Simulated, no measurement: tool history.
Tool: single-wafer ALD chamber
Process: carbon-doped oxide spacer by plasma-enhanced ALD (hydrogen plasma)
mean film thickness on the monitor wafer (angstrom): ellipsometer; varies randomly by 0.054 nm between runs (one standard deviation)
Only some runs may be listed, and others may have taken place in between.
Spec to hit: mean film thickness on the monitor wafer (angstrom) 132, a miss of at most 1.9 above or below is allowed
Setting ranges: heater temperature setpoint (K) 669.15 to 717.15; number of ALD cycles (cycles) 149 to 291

run  hour  heater temperature setpoint (K)  number of ALD cycles (cycles)  mean film thickness on the monitor wafer (angstrom)
  1     0                           693.15                            220                                               105.92
  2     7                           691.15                            224                                               108.13
  3    13                           701.15                            224                                               104.36
  4  22.1                           698.15                            227                                               107.26
  5  29.6                           689.15                            227                                               110.58
  6  30.8                           687.15                            230                                                112.4
  7  35.5                           686.15                            233                                               114.09
  8  36.5                           685.15                            236                                               116.58
  9  42.9                           684.15                            238                                                117.8
 10  50.9                           683.15                            240                                               120.13

Exercise: of the 5 proposed moves below, exactly one satisfies all targets within the stated allowed misses. Which move is it?
  A  58.9                           679.15                            250                                                    ?
  B  58.9                           687.15                            262                                                    ?
  C  58.9                           687.15                            261                                                    ?
  D  58.9                           685.15                            278                                                    ?
  E  58.9                           681.15                            263                                                    ?

move  mean film thickness on the monitor wafer (angstrom)
   A                                               125.63
   B                                               128.04
   C                                               127.55
   D                                               136.82
   E                                               131.26
A: nearer the targets than the last run, but a result is still out of spec
B: nearer the targets than the last run, but a result is still out of spec
C: nearer the targets than the last run, but a result is still out of spec
D: takes the result that was furthest off past its target
E: meets every target
Move E is the one to make.
